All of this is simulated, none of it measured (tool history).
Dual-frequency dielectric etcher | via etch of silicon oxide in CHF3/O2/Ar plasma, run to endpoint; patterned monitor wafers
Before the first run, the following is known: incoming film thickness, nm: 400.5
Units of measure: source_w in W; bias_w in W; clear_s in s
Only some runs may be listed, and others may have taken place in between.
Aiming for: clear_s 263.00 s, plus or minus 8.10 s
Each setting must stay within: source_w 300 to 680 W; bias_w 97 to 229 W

run,hour,source_w,bias_w,clear_s
1,0.0,490,163,231.38
2,7.6,490,180,214.51
3,13.6,540,180,206.42
4,20.9,540,200,196.04
5,29.5,540,216,193.68
6,33.9,540,229,188.00
7,39.0,460,209,208.58
8,46.4,410,194,230.09
9,50.4,380,189,242.18
10,57.8,380,189,237.83
11,58.9,360,184,249.86
12,60.0,350,183,253.64
13,66.4,310,177,275.60

Next run, 4 choices. One meets every target within its allowed miss, the rest don't. Which?
A,72.8,300,170,?
B,72.8,350,172,?
C,72.8,390,174,?
D,72.8,330,161,?

move,clear_s
A,288.00
B,262.68
C,247.16
D,279.43
A: the biggest miss grows against the last run
B: every result within its allowed miss
C: the result that was furthest off in the last run now lies on the other side of its target
D: the biggest miss grows against the last run
Answer: B
